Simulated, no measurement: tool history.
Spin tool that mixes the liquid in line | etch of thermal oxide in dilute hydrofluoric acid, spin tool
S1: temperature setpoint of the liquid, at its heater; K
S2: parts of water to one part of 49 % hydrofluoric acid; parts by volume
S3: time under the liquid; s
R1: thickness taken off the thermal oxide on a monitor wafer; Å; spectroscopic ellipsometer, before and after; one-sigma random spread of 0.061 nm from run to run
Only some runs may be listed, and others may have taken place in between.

| run | day | S1 | S2 | S3 | R1 |
|---|---|---|---|---|---|
| 1 | 0.000 | 298.15 | 105 | 270 | 132.890 |
| 2 | 0.238 | 297.15 | 110 | 270 | 121.950 |
| 3 | 0.383 | 299.65 | 110 | 270 | 133.530 |
| 4 | 0.633 | 302.65 | 110 | 270 | 150.890 |
| 5 | 0.817 | 302.65 | 75 | 270 | 228.810 |
| 6 | 1.021 | 301.15 | 85 | 270 | 190.090 |
| 7 | 1.292 | 299.65 | 95 | 270 | 160.000 |
| 8 | 1.404 | 298.65 | 100 | 270 | 143.730 |
| 9 | 1.721 | 297.65 | 105 | 270 | 131.160 |
| 10 | 1.771 | 296.65 | 110 | 270 | 119.550 |
| 11 | 1.900 | 295.65 | 115 | 270 | 110.540 |
| 12 | 1.954 | 295.15 | 120 | 270 | 101.130 |
| 13 | 2.271 | 295.15 | 120 | 270 | 101.410 |

What does the tool deliver on the next run?
| 14 | 2.350 | 291.15 | 150 | 270 | ? |

{"run 14": {"R1": 67.596}}

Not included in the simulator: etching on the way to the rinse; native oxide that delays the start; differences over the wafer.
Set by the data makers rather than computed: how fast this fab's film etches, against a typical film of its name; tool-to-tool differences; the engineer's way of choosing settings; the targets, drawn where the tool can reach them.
